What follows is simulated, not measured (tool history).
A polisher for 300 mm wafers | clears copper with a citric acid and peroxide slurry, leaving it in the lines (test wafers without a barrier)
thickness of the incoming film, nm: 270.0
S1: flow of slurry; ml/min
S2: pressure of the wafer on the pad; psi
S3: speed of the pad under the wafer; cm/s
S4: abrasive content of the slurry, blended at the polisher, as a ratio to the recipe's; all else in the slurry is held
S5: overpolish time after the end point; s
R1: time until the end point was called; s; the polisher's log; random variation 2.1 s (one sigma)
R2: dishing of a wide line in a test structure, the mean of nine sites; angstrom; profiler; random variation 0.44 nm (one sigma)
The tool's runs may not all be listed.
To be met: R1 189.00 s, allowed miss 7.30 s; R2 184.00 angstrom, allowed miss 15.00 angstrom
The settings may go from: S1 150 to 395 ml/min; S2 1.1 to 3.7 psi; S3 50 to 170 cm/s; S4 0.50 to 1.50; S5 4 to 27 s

Run 1, day 0.000: S1 250 ml/min, S2 2.4 psi, S3 110 cm/s, S4 1.00, S5 14 s. Result: R1 131.82 s, R2 203.56 angstrom.
Run 2, day 0.125: S1 250 ml/min, S2 2.1 psi, S3 110 cm/s, S4 1.00, S5 15 s. Result: R1 142.51 s, R2 196.35 angstrom.
Run 3, day 0.275: S1 250 ml/min, S2 2.1 psi, S3 134 cm/s, S4 1.00, S5 15 s. Result: R1 119.54 s, R2 245.56 angstrom.
Run 4, day 0.500: S1 245 ml/min, S2 1.8 psi, S3 130 cm/s, S4 1.00, S5 16 s. Result: R1 137.89 s, R2 223.44 angstrom.
Run 5, day 0.821: S1 245 ml/min, S2 1.8 psi, S3 130 cm/s, S4 0.85, S5 16 s. Result: R1 139.98 s, R2 218.80 angstrom.
Run 6, day 0.871: S1 185 ml/min, S2 1.8 psi, S3 130 cm/s, S4 0.85, S5 16 s. Result: R1 146.85 s, R2 200.22 angstrom.
Run 7, day 0.929: S1 185 ml/min, S2 1.8 psi, S3 130 cm/s, S4 0.85, S5 16 s. Result: R1 148.01 s, R2 208.65 angstrom.
Run 8, day 1.288: S1 180 ml/min, S2 1.6 psi, S3 130 cm/s, S4 0.85, S5 17 s. Result: R1 156.73 s, R2 192.60 angstrom.
Run 9, day 1.438: S1 175 ml/min, S2 1.5 psi, S3 130 cm/s, S4 0.85, S5 18 s. Result: R1 165.47 s, R2 192.85 angstrom.
Run 10, day 1.688: S1 170 ml/min, S2 1.4 psi, S3 130 cm/s, S4 0.85, S5 19 s. Result: R1 177.67 s, R2 205.58 angstrom.

5 next moves are on the table. One of them brings every result within its allowed miss. Which?
Run A, day 1.938: S1 185 ml/min, S2 1.4 psi, S3 130 cm/s, S4 0.80, S5 15 s. Result: R1 ?, R2 ?.
Run B, day 1.938: S1 175 ml/min, S2 1.2 psi, S3 126 cm/s, S4 0.85, S5 25 s. Result: R1 ?, R2 ?.
Run C, day 1.938: S1 180 ml/min, S2 1.5 psi, S3 128 cm/s, S4 0.80, S5 20 s. Result: R1 ?, R2 ?.
Run D, day 1.938: S1 170 ml/min, S2 1.1 psi, S3 138 cm/s, S4 0.85, S5 24 s. Result: R1 ?, R2 ?.
Run E, day 1.938: S1 150 ml/min, S2 1.9 psi, S3 98 cm/s, S4 1.05, S5 19 s. Result: R1 ?, R2 ?.

move      R1      R2
   A  176.08  159.58
   B  198.03  227.12
   C  172.74  211.50
   D  191.32  225.23
   E  192.04  184.47
A: further off than the last run
B: takes the result that was furthest off past its target
C: further off than the last run
D: brings the result that was furthest off to its target, and leaves another outside
E: meets every target
Answer: E

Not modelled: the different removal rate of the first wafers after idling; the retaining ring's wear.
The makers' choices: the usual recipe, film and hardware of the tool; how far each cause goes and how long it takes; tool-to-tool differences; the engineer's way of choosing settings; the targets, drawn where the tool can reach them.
